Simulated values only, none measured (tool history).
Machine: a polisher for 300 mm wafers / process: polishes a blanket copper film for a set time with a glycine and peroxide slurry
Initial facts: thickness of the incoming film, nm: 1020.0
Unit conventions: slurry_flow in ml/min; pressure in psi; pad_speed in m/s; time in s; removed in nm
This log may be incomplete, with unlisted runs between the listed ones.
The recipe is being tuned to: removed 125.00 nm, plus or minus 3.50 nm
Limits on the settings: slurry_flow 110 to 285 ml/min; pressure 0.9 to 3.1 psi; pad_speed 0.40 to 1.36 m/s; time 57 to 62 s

run,hour,slurry_flow,pressure,pad_speed,time,removed
1,0.0,180,2.0,0.88,62,199.72
2,1.2,180,2.0,0.88,57,184.94
3,6.5,180,2.0,1.04,57,208.56
4,9.3,180,2.0,0.96,57,193.06
5,12.3,180,2.2,0.96,57,208.64
6,18.4,180,2.0,0.96,57,197.32
# hour 25.9: slurry nozzle cleaned
7,25.9,175,1.8,0.94,57,182.33
8,27.6,175,1.6,0.92,57,165.19
9,35.2,175,1.5,0.92,57,157.11
10,37.3,175,1.4,0.92,57,151.00
11,42.3,175,1.3,0.92,57,143.42
12,47.8,175,1.2,0.92,57,134.64

Exercise: of the 4 proposed moves below, exactly one satisfies all targets within the stated allowed misses. Which move is it?
A,53.3,170,1.4,0.84,61,?
B,53.3,160,1.0,0.86,58,?
C,53.3,180,0.9,1.02,59,?
D,53.3,185,1.2,0.84,62,?

move,removed
A,150.11
B,116.26
C,124.68
D,139.55
A: its largest miss is bigger than the last run's
B: pushes the last run's worst result past its target
C: hits every target within its allowed miss
D: its largest miss is bigger than the last run's
C meets every target.

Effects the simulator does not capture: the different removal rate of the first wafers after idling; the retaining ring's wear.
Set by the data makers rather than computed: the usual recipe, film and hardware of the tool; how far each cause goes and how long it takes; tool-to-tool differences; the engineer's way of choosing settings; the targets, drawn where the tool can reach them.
